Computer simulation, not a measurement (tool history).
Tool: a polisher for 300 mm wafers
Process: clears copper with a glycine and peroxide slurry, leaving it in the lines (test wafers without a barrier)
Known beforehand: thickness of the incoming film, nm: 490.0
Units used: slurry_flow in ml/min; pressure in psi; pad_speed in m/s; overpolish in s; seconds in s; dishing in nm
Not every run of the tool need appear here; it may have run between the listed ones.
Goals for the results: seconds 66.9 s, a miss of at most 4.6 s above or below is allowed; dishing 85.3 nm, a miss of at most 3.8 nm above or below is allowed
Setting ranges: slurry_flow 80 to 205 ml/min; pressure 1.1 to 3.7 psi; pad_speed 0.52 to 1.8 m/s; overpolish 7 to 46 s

{"run": 1, "hour": 0.0, "slurry_flow": 135, "pressure": 2.4, "pad_speed": 1.16, "overpolish": 24, "seconds": 83.124, "dishing": 66.043}
{"run": 2, "hour": 5.8, "slurry_flow": 135, "pressure": 2.4, "pad_speed": 1.16, "overpolish": 15, "seconds": 88.624, "dishing": 47.225}
{"run": 3, "hour": 8.5, "slurry_flow": 135, "pressure": 2.6, "pad_speed": 1.16, "overpolish": 15, "seconds": 83.912, "dishing": 50.527}
{"run": 4, "hour": 10.5, "slurry_flow": 135, "pressure": 2.7, "pad_speed": 1.16, "overpolish": 16, "seconds": 80.653, "dishing": 53.541}
{"run": 5, "hour": 16.6, "slurry_flow": 135, "pressure": 2.8, "pad_speed": 1.16, "overpolish": 17, "seconds": 78.659, "dishing": 55.532}
{"run": 6, "hour": 21.0, "slurry_flow": 135, "pressure": 2.8, "pad_speed": 1.16, "overpolish": 18, "seconds": 75.281, "dishing": 60.033}
{"run": 7, "hour": 29.3, "slurry_flow": 135, "pressure": 2.8, "pad_speed": 1.14, "overpolish": 19, "seconds": 76.671, "dishing": 61.199}
{"run": 8, "hour": 35.1, "slurry_flow": 135, "pressure": 2.9, "pad_speed": 1.12, "overpolish": 20, "seconds": 78.259, "dishing": 65.412}
{"run": 9, "hour": 37.5, "slurry_flow": 135, "pressure": 3, "pad_speed": 1.12, "overpolish": 20, "seconds": 72.993, "dishing": 65.564}
{"run": 10, "hour": 45.7, "slurry_flow": 135, "pressure": 3, "pad_speed": 1.12, "overpolish": 21, "seconds": 76.074, "dishing": 67.753}
{"run": 11, "hour": 47.7, "slurry_flow": 135, "pressure": 3.1, "pad_speed": 1.12, "overpolish": 21, "seconds": 71.169, "dishing": 68.149}
{"run": 12, "hour": 50.2, "slurry_flow": 135, "pressure": 3.1, "pad_speed": 1.12, "overpolish": 22, "seconds": 69.443, "dishing": 69.391}

Exercise: of the 4 proposed moves below, exactly one satisfies all targets within the stated allowed misses. Which move is it?
{"run": "A", "hour": 52.7, "slurry_flow": 150, "pressure": 3.1, "pad_speed": 1.22, "overpolish": 36, "seconds": "?", "dishing": "?"}
{"run": "B", "hour": 52.7, "slurry_flow": 160, "pressure": 3.3, "pad_speed": 1.28, "overpolish": 13, "seconds": "?", "dishing": "?"}
{"run": "C", "hour": 52.7, "slurry_flow": 135, "pressure": 3.2, "pad_speed": 1.14, "overpolish": 15, "seconds": "?", "dishing": "?"}
{"run": "D", "hour": 52.7, "slurry_flow": 150, "pressure": 3.2, "pad_speed": 1.18, "overpolish": 29, "seconds": "?", "dishing": "?"}

move=A seconds=69.173 dishing=92.763
move=B seconds=62.805 dishing=55.771
move=C seconds=71.533 dishing=56.38
move=D seconds=68.891 dishing=85.124
A: carries the result that was furthest off beyond its target, to the other side
B: lands further from the targets than the last run did
C: lands further from the targets than the last run did
D: each result inside its tolerance
Answer: D

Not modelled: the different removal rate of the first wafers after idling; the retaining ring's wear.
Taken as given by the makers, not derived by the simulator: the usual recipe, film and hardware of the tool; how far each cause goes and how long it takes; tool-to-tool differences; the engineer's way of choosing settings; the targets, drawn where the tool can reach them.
